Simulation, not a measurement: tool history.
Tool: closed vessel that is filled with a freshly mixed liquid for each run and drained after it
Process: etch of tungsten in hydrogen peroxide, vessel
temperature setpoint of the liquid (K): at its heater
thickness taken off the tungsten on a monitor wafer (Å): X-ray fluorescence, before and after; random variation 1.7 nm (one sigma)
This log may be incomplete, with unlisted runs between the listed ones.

| run | hour | temperature setpoint of the liquid (K) | concentration of hydrogen peroxide in the mixed liquid (% by weight) | time in the liquid (s) | thickness taken off the tungsten on a monitor wafer (Å) |
|---|---|---|---|---|---|
| 1 | 0.0 | 326.15 | 17.5 | 95 | 2227.5 |
| 2 | 7.1 | 326.15 | 17.5 | 100 | 2332.6 |
| 3 | 13.7 | 327.65 | 17.5 | 100 | 2578.2 |
| 4 | 16.7 | 327.65 | 14.5 | 100 | 2337.7 |
| 5 | 22.3 | 327.65 | 13.0 | 100 | 2208.0 |
| 6 | 31.4 | 329.65 | 13.0 | 100 | 2490.6 |
| 7 | 36.7 | 331.15 | 13.0 | 100 | 2720.8 |
| 8 | 42.4 | 332.15 | 13.0 | 100 | 2914.5 |
| 9 | 43.7 | 332.65 | 13.0 | 100 | 2949.8 |

Expected results for the next run?
| 10 | 51.2 | 333.15 | 13.0 | 100 | ? |

thickness taken off the tungsten on a monitor wafer (Å): 3042.5
